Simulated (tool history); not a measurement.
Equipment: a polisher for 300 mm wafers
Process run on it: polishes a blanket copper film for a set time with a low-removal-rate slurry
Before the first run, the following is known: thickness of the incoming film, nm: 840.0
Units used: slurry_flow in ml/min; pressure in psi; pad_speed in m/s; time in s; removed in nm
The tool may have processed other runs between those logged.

run,hour,slurry_flow,pressure,pad_speed,slurry_solids,time,removed
1,0,270,2.4,0.94,1,21,52.111
2,8.9,270,2,0.92,1,21,43.306
3,16.4,270,1.7,0.92,1,21,37.489
4,17.2,270,2.1,0.92,1,21,45.664
5,20.3,270,1.8,0.92,1,21,39.037
6,25.2,270,1.8,0.92,0.85,21,38.881
7,34.2,270,1.6,0.92,0.85,21,34.641

Run 8 has not been measured yet. What should we expect?
8,36.6,270,1.5,0.92,0.85,21,?

Run 8 produced removed 31.576 nm.
